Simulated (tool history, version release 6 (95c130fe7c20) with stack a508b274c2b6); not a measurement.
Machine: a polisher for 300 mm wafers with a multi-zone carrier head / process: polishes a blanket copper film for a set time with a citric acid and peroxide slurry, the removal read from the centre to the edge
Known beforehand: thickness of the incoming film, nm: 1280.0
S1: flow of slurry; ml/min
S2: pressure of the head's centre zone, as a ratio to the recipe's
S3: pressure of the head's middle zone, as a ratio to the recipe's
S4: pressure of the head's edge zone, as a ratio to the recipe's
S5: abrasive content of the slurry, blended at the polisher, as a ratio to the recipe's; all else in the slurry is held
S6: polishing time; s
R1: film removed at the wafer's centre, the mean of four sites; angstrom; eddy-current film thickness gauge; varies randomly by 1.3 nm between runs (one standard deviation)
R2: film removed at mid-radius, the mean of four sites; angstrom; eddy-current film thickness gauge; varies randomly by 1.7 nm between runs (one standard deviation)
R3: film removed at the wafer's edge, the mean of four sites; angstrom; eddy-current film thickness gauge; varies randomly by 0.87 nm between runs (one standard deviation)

Run 1, hour 0.0: S1 275 ml/min, S2 1.00, S3 1.00, S4 1.00, S5 1.00, S6 78 s. Result: R1 1984.0 angstrom, R2 1931.1 angstrom, R3 1933.7 angstrom.
Run 2, hour 4.7: S1 275 ml/min, S2 1.00, S3 1.05, S4 1.00, S5 1.00, S6 78 s. Result: R1 2030.5 angstrom, R2 2017.2 angstrom, R3 1907.3 angstrom.
Run 3, hour 11.8: S1 270 ml/min, S2 0.98, S3 1.06, S4 0.96, S5 0.85, S6 70 s. Result: R1 1732.3 angstrom, R2 1830.1 angstrom, R3 1662.6 angstrom.
Run 4, hour 12.4: S1 270 ml/min, S2 0.98, S3 1.06, S4 0.93, S5 0.85, S6 70 s. Result: R1 1723.9 angstrom, R2 1813.2 angstrom, R3 1647.7 angstrom.
Run 5, hour 17.5: S1 270 ml/min, S2 0.98, S3 1.07, S4 0.91, S5 0.75, S6 63 s. Result: R1 1539.0 angstrom, R2 1653.8 angstrom, R3 1442.0 angstrom.
Run 6, hour 25.7: S1 270 ml/min, S2 0.98, S3 1.06, S4 0.89, S5 0.65, S6 59 s. Result: R1 1417.7 angstrom, R2 1470.8 angstrom, R3 1335.4 angstrom.
Run 7, hour 29.9: S1 265 ml/min, S2 0.97, S3 1.07, S4 0.87, S5 0.60, S6 57 s. Result: R1 1314.8 angstrom, R2 1429.6 angstrom, R3 1248.6 angstrom.
Run 8, hour 35.9: S1 255 ml/min, S2 0.97, S3 1.07, S4 0.85, S5 0.55, S6 57 s. Result: R1 1305.3 angstrom, R2 1400.4 angstrom, R3 1204.5 angstrom.
Run 9, hour 41.2: S1 240 ml/min, S2 0.96, S3 1.06, S4 0.84, S5 0.55, S6 57 s. Result: R1 1306.6 angstrom, R2 1412.4 angstrom, R3 1218.8 angstrom.
Run 10, hour 45.7: S1 240 ml/min, S2 0.96, S3 1.06, S4 0.83, S5 0.55, S6 56 s. Result: R1 1253.9 angstrom, R2 1358.4 angstrom, R3 1182.8 angstrom.

Forecast run 11:
Run 11, hour 47.3: S1 235 ml/min, S2 0.96, S3 1.06, S4 0.82, S5 0.55, S6 56 s. Result: R1 ?, R2 ?, R3 ?.

{"run 11": {"R1": 1285.0, "R2": 1344.3, "R3": 1173.0}}

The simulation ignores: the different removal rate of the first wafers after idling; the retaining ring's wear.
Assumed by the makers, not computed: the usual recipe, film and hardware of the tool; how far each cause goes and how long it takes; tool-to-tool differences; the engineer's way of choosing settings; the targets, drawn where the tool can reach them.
